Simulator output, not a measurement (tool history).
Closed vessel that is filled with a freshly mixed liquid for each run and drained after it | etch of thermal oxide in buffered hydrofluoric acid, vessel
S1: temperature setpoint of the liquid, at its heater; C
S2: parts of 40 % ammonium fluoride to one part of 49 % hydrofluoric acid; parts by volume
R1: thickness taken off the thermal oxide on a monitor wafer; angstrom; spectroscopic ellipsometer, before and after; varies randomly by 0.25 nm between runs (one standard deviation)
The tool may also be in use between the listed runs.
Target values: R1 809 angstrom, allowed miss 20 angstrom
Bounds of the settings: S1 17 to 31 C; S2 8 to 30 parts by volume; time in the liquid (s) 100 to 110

Run 1, hour 0: S1 23 C, S2 21.5 parts by volume, time in the liquid (s) 100. Result: R1 523.31 angstrom.
Run 2, hour 6.2: S1 26.5 C, S2 21.5 parts by volume, time in the liquid (s) 100. Result: R1 631.3 angstrom.
Run 3, hour 14.1: S1 27 C, S2 21.5 parts by volume, time in the liquid (s) 100. Result: R1 647.41 angstrom.
Run 4, hour 21.4: S1 30.5 C, S2 21.5 parts by volume, time in the liquid (s) 100. Result: R1 778.73 angstrom.
Run 5, hour 27.5: S1 27 C, S2 21.5 parts by volume, time in the liquid (s) 100. Result: R1 648.24 angstrom.
Run 6, hour 34.5: S1 27.5 C, S2 21.5 parts by volume, time in the liquid (s) 100. Result: R1 663.58 angstrom.
Run 7, hour 43.7: S1 28 C, S2 21.5 parts by volume, time in the liquid (s) 100. Result: R1 680.45 angstrom.
Run 8, hour 48.3: S1 28 C, S2 21.5 parts by volume, time in the liquid (s) 100. Result: R1 682.94 angstrom.
Run 9, hour 57.3: S1 28.5 C, S2 21.5 parts by volume, time in the liquid (s) 100. Result: R1 704.32 angstrom.
Run 10, hour 65.5: S1 29 C, S2 21.5 parts by volume, time in the liquid (s) 100. Result: R1 721.15 angstrom.
Run 11, hour 67.9: S1 30 C, S2 21.5 parts by volume, time in the liquid (s) 100. Result: R1 761.01 angstrom.
Run 12, hour 71.9: S1 30.5 C, S2 21.5 parts by volume, time in the liquid (s) 100. Result: R1 781.23 angstrom.

Which one of the following 5 next-run settings gets every result inside its allowed miss? There is exactly one.
Run A, hour 75.9: S1 29.5 C, S2 21.5 parts by volume, time in the liquid (s) 100. Result: R1 ?.
Run B, hour 75.9: S1 27.5 C, S2 17 parts by volume, time in the liquid (s) 105. Result: R1 ?.
Run C, hour 75.9: S1 31 C, S2 23 parts by volume, time in the liquid (s) 100. Result: R1 ?.
Run D, hour 75.9: S1 31 C, S2 20 parts by volume, time in the liquid (s) 100. Result: R1 ?.
Run E, hour 75.9: S1 31 C, S2 21.5 parts by volume, time in the liquid (s) 100. Result: R1 ?.

move      R1
   A  738.18
   B  859.09
   C  763.03
   D  839.39
   E  798.96
A: moves away from the targets compared with the last run
B: takes the biggest miss from the last run beyond its target
C: moves away from the targets compared with the last run
D: takes the biggest miss from the last run beyond its target
E: all results in spec
Move E is the one to make.

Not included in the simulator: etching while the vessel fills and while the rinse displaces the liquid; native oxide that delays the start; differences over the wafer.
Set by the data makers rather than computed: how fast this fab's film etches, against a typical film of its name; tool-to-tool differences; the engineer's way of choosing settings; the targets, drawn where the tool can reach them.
